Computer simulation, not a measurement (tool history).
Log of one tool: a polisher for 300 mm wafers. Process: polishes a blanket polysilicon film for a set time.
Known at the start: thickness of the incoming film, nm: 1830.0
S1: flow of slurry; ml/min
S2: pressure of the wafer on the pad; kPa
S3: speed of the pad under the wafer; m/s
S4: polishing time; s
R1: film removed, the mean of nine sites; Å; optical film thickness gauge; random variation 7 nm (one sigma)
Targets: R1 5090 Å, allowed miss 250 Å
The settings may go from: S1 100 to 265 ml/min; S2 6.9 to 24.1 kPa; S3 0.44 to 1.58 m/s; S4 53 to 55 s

{"run": 1, "hour": 0.0, "S1": 170, "S2": 15.2, "S3": 1, "S4": 53, "R1": 3399.2}
{"run": 2, "hour": 3.9, "S1": 170, "S2": 16.5, "S3": 1, "S4": 53, "R1": 3701.5}
{"run": 3, "hour": 5.6, "S1": 170, "S2": 16.5, "S3": 0.84, "S4": 53, "R1": 3079.8}
{"run": 4, "hour": 13.9, "S1": 200, "S2": 16.5, "S3": 0.84, "S4": 53, "R1": 3234.9}
{"run": 5, "hour": 19.1, "S1": 200, "S2": 16.5, "S3": 0.84, "S4": 53, "R1": 3227.6}
{"run": 6, "hour": 21.7, "S1": 200, "S2": 19.3, "S3": 0.84, "S4": 53, "R1": 3712.1}
{"run": 7, "hour": 28.3, "S1": 200, "S2": 20, "S3": 0.84, "S4": 53, "R1": 3886.5}
{"run": 8, "hour": 35.3, "S1": 200, "S2": 20.7, "S3": 0.84, "S4": 53, "R1": 4017.6}
{"run": 9, "hour": 40.3, "S1": 200, "S2": 21.4, "S3": 0.84, "S4": 53, "R1": 4243.4}
{"run": 10, "hour": 47.0, "S1": 200, "S2": 22.1, "S3": 0.84, "S4": 53, "R1": 4243}

Which of these 5 next moves meets every target?
{"run": "A", "hour": 53.7, "S1": 240, "S2": 19.3, "S3": 1.08, "S4": 55, "R1": "?"}
{"run": "B", "hour": 53.7, "S1": 195, "S2": 22.1, "S3": 1.12, "S4": 55, "R1": "?"}
{"run": "C", "hour": 53.7, "S1": 250, "S2": 20.7, "S3": 0.62, "S4": 53, "R1": "?"}
{"run": "D", "hour": 53.7, "S1": 205, "S2": 24.1, "S3": 0.96, "S4": 55, "R1": "?"}
{"run": "E", "hour": 53.7, "S1": 190, "S2": 22.1, "S3": 1.06, "S4": 55, "R1": "?"}

move=A R1=5219.5
move=B R1=6016.7
move=C R1=3165.9
move=D R1=5690.4
move=E R1=5684.6
A: meets every target
B: takes the result that was furthest off past its target
C: further off than the last run
D: takes the result that was furthest off past its target
E: takes the result that was furthest off past its target
Move A is the one to make.
